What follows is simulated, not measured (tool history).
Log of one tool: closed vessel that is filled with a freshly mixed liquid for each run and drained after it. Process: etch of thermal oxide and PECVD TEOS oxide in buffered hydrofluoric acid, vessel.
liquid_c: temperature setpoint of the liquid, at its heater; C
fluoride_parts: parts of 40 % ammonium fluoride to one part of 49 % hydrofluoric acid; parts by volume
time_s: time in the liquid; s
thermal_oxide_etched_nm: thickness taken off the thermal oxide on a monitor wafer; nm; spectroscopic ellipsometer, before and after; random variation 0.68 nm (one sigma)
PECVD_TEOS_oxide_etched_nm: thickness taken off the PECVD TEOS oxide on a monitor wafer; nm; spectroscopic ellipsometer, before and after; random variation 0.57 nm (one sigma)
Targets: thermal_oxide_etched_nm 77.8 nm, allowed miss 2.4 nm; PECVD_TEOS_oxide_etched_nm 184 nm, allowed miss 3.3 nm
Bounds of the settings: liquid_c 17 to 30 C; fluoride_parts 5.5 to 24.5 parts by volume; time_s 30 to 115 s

| run | hour | liquid_c | fluoride_parts | time_s | thermal_oxide_etched_nm | PECVD_TEOS_oxide_etched_nm |
|---|---|---|---|---|---|---|
| 1 | 0 | 22 | 15 | 60 | 43.979 | 103 |
| 2 | 6 | 23.5 | 15 | 60 | 47.691 | 111.52 |
| 3 | 9.5 | 23.5 | 15 | 45 | 35.392 | 84.537 |
| 4 | 12.4 | 23.5 | 10.5 | 45 | 50.704 | 119.09 |
| 5 | 15 | 24 | 10.5 | 45 | 51.806 | 121.96 |
| 6 | 22.7 | 24 | 8 | 45 | 65.812 | 156.09 |
| 7 | 25 | 24.5 | 8 | 45 | 69.157 | 160.41 |
| 8 | 31.3 | 26.5 | 7.5 | 45 | 79.55 | 190.39 |

Which of these 4 next moves meets every target?
| A | 37.6 | 23 | 8.5 | 60 | ? | ? |
| B | 37.6 | 24 | 9 | 65 | ? | ? |
| C | 37.6 | 23 | 14 | 100 | ? | ? |
| D | 37.6 | 26.5 | 8 | 50 | ? | ? |

| move | thermal_oxide_etched_nm | PECVD_TEOS_oxide_etched_nm |
|---|---|---|
| A | 78.182 | 184.65 |
| B | 84.073 | 198.56 |
| C | 82.495 | 194.83 |
| D | 84.112 | 198.65 |
A: meets every target
B: further off than the last run
C: further off than the last run
D: further off than the last run
Answer: A
